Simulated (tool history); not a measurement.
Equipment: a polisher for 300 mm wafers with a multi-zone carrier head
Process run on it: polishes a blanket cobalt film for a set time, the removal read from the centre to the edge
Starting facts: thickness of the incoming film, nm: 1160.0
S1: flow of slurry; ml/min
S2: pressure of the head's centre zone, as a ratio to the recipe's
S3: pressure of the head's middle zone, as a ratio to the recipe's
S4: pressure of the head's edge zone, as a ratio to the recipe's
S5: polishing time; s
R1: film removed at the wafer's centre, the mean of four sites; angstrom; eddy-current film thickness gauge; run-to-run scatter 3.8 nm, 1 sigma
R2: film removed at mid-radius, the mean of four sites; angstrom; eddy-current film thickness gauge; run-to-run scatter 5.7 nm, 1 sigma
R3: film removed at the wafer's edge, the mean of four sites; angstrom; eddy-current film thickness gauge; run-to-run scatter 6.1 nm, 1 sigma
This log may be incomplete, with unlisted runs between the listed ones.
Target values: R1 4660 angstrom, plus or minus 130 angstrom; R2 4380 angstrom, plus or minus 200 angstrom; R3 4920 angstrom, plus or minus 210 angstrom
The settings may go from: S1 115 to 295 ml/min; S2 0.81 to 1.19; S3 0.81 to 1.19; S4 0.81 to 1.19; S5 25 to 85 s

| run | hour | S1 | S2 | S3 | S4 | S5 | R1 | R2 | R3 |
|---|---|---|---|---|---|---|---|---|---|
| 1 | 0 | 190 | 1 | 1 | 1 | 55 | 3032.6 | 3037.6 | 3010.3 |
| 2 | 1.5 | 190 | 1 | 0.99 | 1.03 | 59 | 3173.9 | 3184.8 | 3349.5 |
| 3 | 8.2 | 195 | 1.02 | 1 | 1.05 | 61 | 3360.2 | 3287.6 | 3493.1 |
| 4 | 14 | 195 | 1.02 | 1 | 1.05 | 49 | 2735.7 | 2639.2 | 2769.8 |
| 5 | 22.7 | 195 | 1.02 | 1 | 1.05 | 57 | 3181.2 | 3054.5 | 3272 |
| 6 | 29.9 | 195 | 1.02 | 1 | 1.02 | 57 | 3178.1 | 3087.2 | 3185.8 |
| 7 | 38 | 200 | 1.03 | 1.01 | 1.04 | 60 | 3389.7 | 3277.5 | 3484.1 |
| 8 | 45.4 | 205 | 1.04 | 1.03 | 1.05 | 62 | 3600.9 | 3482.1 | 3587.7 |
| 9 | 46.2 | 205 | 1.05 | 1.03 | 1.07 | 64 | 3719.9 | 3591.9 | 3676 |
| 10 | 50.9 | 210 | 1.05 | 1.02 | 1.08 | 66 | 3807 | 3559.8 | 3780.4 |
| 11 | 54.9 | 205 | 1.05 | 1.02 | 1.09 | 68 | 3978.1 | 3774.1 | 3963 |
| 12 | 63.2 | 205 | 1.05 | 1.01 | 1.1 | 70 | 4059.7 | 3853.3 | 4101.5 |
| 13 | 64.5 | 210 | 1.05 | 1.01 | 1.11 | 72 | 4189.1 | 3963.1 | 4281.9 |
| 14 | 72.6 | 210 | 1.05 | 1.01 | 1.12 | 73 | 4158.8 | 4074.7 | 4356.5 |
| 15 | 75.8 | 210 | 1.05 | 1 | 1.13 | 74 | 4275.7 | 4052.7 | 4402.1 |
| 16 | 78.5 | 210 | 1.05 | 1 | 1.14 | 75 | 4351.2 | 4025.1 | 4609.3 |
| 17 | 80 | 210 | 1.05 | 1.01 | 1.15 | 75 | 4291.4 | 4111.2 | 4512.3 |
| 18 | 80.6 | 215 | 1.05 | 1.01 | 1.15 | 76 | 4506.3 | 4195.4 | 4563.9 |
| 19 | 82.7 | 210 | 1.05 | 1.01 | 1.15 | 77 | 4469.2 | 4323.6 | 4570.2 |
| 20 | 88.6 | 215 | 1.05 | 1.01 | 1.15 | 77 | 4478.8 | 4184 | 4698.8 |

4 candidate next runs follow, results not yet known. Just one meets every target within its allowed miss. Identify it.
| A | 94.5 | 215 | 1.11 | 0.95 | 1.12 | 81 | ? | ? | ? |
| B | 94.5 | 295 | 1.15 | 0.86 | 1.19 | 77 | ? | ? | ? |
| C | 94.5 | 295 | 1.04 | 1 | 1.19 | 78 | ? | ? | ? |
| D | 94.5 | 210 | 1 | 1 | 1.09 | 75 | ? | ? | ? |

| move | R1 | R2 | R3 |
|---|---|---|---|
| A | 4983.2 | 4373.4 | 4780.1 |
| B | 5119.4 | 4047.7 | 4830 |
| C | 4690.2 | 4528.1 | 4885.4 |
| D | 4138.9 | 4178.3 | 4352.2 |
A: takes the biggest miss from the last run beyond its target
B: takes the biggest miss from the last run beyond its target
C: every result within its allowed miss
D: further off than the last run
The move that meets every target is C.
